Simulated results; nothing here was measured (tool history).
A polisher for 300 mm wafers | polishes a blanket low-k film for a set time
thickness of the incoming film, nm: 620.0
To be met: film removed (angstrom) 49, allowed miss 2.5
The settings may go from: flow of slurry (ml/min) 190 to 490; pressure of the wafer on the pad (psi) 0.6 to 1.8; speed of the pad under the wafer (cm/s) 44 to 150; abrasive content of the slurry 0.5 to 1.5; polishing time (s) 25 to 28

run  hour  flow of slurry (ml/min)  pressure of the wafer on the pad (psi)  speed of the pad under the wafer (cm/s)  abrasive content of the slurry  polishing time (s)  film removed (angstrom)
  1     0                      315                                     1.2                                       96                               1                  28                   84.774
  2   3.8                      315                                     1.2                                       84                               1                  28                   78.359
  3   6.4                      265                                     1.2                                       84                               1                  28                   75.567
  4  13.4                      265                                     1.1                                       82                               1                  28                   68.994
  5  14.4                      265                                       1                                       82                               1                  28                   62.934
  6  22.7                      265                                     1.1                                       82                               1                  28                   69.716
  7  23.8                      265                                       1                                       80                               1                  28                   64.008
  8  28.2                      265                                     0.9                                       78                               1                  28                   54.937

5 next moves are on the table. One of them brings every result within its allowed miss. Which?
  A  32.6                      190                                     1.2                                       58                             1.1                  27                        ?
  B  32.6                      305                                     0.8                                      102                            1.15                  26                        ?
  C  32.6                      230                                     0.9                                      108                             1.1                  25                        ?
  D  32.6                      250                                     0.9                                       76                            1.15                  27                        ?
  E  32.6                      190                                     0.8                                       92                            1.05                  26                        ?

move  film removed (angstrom)
   A                   58.809
   B                   57.188
   C                   60.793
   D                   54.609
   E                   48.919
A: further off than the last run
B: further off than the last run
C: further off than the last run
D: nearer than the last run, and not there yet
E: meets every target
The right move is E.

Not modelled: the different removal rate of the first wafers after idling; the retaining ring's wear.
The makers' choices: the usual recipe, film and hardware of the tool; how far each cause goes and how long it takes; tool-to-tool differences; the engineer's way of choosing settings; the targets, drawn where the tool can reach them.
